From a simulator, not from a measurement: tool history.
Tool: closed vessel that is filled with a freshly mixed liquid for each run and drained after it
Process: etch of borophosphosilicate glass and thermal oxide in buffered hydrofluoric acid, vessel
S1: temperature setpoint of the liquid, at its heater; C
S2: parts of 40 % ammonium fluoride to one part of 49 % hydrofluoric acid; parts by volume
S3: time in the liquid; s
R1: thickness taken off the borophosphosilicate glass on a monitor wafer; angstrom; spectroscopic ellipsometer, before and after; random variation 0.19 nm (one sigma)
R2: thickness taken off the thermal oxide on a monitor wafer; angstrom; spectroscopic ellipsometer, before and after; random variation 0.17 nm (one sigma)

{"run": 1, "hour": 0.0, "S1": 24, "S2": 19, "S3": 60, "R1": 495.46, "R2": 385.92}
{"run": 2, "hour": 2.5, "S1": 22, "S2": 19.5, "S3": 60, "R1": 437.85, "R2": 336.98}
{"run": 3, "hour": 7.2, "S1": 24, "S2": 19.5, "S3": 60, "R1": 481.86, "R2": 379.63}
{"run": 4, "hour": 12.6, "S1": 22.5, "S2": 20.5, "S3": 60, "R1": 429.96, "R2": 336.6}
{"run": 5, "hour": 21.5, "S1": 22.5, "S2": 20.5, "S3": 80, "R1": 574.74, "R2": 441.98}
{"run": 6, "hour": 28.8, "S1": 25.5, "S2": 20.5, "S3": 80, "R1": 673.13, "R2": 526.64}
{"run": 7, "hour": 33.8, "S1": 23.5, "S2": 22.5, "S3": 80, "R1": 564.93, "R2": 440.35}
{"run": 8, "hour": 39.4, "S1": 23.5, "S2": 22.5, "S3": 80, "R1": 567.18, "R2": 436.47}
{"run": 9, "hour": 46.8, "S1": 22, "S2": 24.5, "S3": 80, "R1": 494.59, "R2": 386.07}
{"run": 10, "hour": 48.8, "S1": 20.5, "S2": 26, "S3": 80, "R1": 437.57, "R2": 335.54}
{"run": 11, "hour": 51.2, "S1": 19.5, "S2": 27, "S3": 80, "R1": 403.04, "R2": 314.24}
{"run": 12, "hour": 56.1, "S1": 19, "S2": 28, "S3": 80, "R1": 381.9, "R2": 296.37}

Forecast run 13:
{"run": 13, "hour": 57.8, "S1": 18.5, "S2": 28.5, "S3": 80, "R1": "?", "R2": "?"}

Run 13 gave R1 365.31 angstrom, R2 282.16 angstrom.
